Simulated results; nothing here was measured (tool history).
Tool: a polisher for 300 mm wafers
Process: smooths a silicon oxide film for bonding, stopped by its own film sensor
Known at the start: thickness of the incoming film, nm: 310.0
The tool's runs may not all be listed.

run	hour	flow of slurry (ml/min)	pressure of the wafer on the pad (psi)	speed of the pad under the wafer (cm/s)	abrasive content of the slurry	target thickness at which the film sensor stops the polish (nm)	time until the film sensor stopped the polish (s)
1	0.0	225	2.4	92	1.00	237	104.240
2	7.1	225	2.4	100	1.00	237	98.273
3	12.8	225	2.4	100	0.85	237	101.270
4	15.8	225	2.0	98	0.85	237	126.300
5	20.5	225	2.0	98	0.85	233	130.970
6	23.9	225	2.0	98	0.85	237	129.500
7	28.9	225	1.8	98	0.85	237	141.970

Run 8 comes next. What will it give?
8	33.1	225	1.3	96	0.85	237	?

Run 8 gave time until the film sensor stopped the polish (s) 197.590.
